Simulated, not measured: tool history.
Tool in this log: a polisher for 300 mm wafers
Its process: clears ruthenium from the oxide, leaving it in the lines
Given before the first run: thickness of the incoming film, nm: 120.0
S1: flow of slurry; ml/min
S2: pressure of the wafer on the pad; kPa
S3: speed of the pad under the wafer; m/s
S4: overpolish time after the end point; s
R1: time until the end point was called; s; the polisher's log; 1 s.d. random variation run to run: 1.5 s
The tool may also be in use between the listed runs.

Run 1, hour 0.0: S1 315 ml/min, S2 10.3 kPa, S3 1.00 m/s, S4 25 s. Result: R1 133.31 s.
Run 2, hour 3.6: S1 315 ml/min, S2 10.3 kPa, S3 1.00 m/s, S4 25 s. Result: R1 134.16 s.
Run 3, hour 5.2: S1 315 ml/min, S2 10.3 kPa, S3 1.00 m/s, S4 25 s. Result: R1 133.22 s.
Run 4, hour 7.9: S1 315 ml/min, S2 11.0 kPa, S3 1.02 m/s, S4 25 s. Result: R1 127.20 s.
Run 5, hour 12.2: S1 350 ml/min, S2 11.0 kPa, S3 1.02 m/s, S4 25 s. Result: R1 117.68 s.
Run 6, hour 18.1: S1 375 ml/min, S2 11.7 kPa, S3 1.02 m/s, S4 25 s. Result: R1 114.13 s.
Run 7, hour 22.3: S1 375 ml/min, S2 12.4 kPa, S3 1.02 m/s, S4 25 s. Result: R1 109.99 s.

Run 8, settings as shown, results not yet in. Your forecast:
Run 8, hour 26.0: S1 380 ml/min, S2 13.1 kPa, S3 1.02 m/s, S4 25 s. Result: R1 ?.

{"run 8": {"R1": 102.66}}
